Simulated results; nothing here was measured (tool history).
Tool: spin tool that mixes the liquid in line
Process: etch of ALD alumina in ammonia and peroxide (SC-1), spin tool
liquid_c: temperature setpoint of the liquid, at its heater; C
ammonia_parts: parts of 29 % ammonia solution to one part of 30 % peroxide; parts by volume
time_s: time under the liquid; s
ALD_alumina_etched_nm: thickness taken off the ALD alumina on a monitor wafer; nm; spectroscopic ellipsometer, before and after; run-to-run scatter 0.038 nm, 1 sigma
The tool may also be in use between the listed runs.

Run 1, hour 0.0: liquid_c 55.0 C, ammonia_parts 0.55 parts by volume, time_s 100 s. Result: ALD_alumina_etched_nm 5.8688 nm.
Run 2, hour 3.5: liquid_c 55.0 C, ammonia_parts 0.55 parts by volume, time_s 75 s. Result: ALD_alumina_etched_nm 4.4084 nm.
Run 3, hour 9.8: liquid_c 49.5 C, ammonia_parts 0.55 parts by volume, time_s 75 s. Result: ALD_alumina_etched_nm 3.2127 nm.
Run 4, hour 15.5: liquid_c 50.5 C, ammonia_parts 0.55 parts by volume, time_s 75 s. Result: ALD_alumina_etched_nm 3.3439 nm.
Run 5, hour 17.9: liquid_c 51.0 C, ammonia_parts 0.55 parts by volume, time_s 75 s. Result: ALD_alumina_etched_nm 3.4816 nm.
Run 6, hour 23.5: liquid_c 51.0 C, ammonia_parts 0.55 parts by volume, time_s 100 s. Result: ALD_alumina_etched_nm 4.7442 nm.
Run 7, hour 31.9: liquid_c 50.0 C, ammonia_parts 0.55 parts by volume, time_s 100 s. Result: ALD_alumina_etched_nm 4.4538 nm.
Run 8, hour 38.0: liquid_c 49.5 C, ammonia_parts 0.55 parts by volume, time_s 100 s. Result: ALD_alumina_etched_nm 4.3727 nm.

Predict the results of run 9:
Run 9, hour 41.0: liquid_c 49.0 C, ammonia_parts 0.55 parts by volume, time_s 100 s. Result: ALD_alumina_etched_nm ?.

Logged for run 9: ALD_alumina_etched_nm 4.1621 nm.
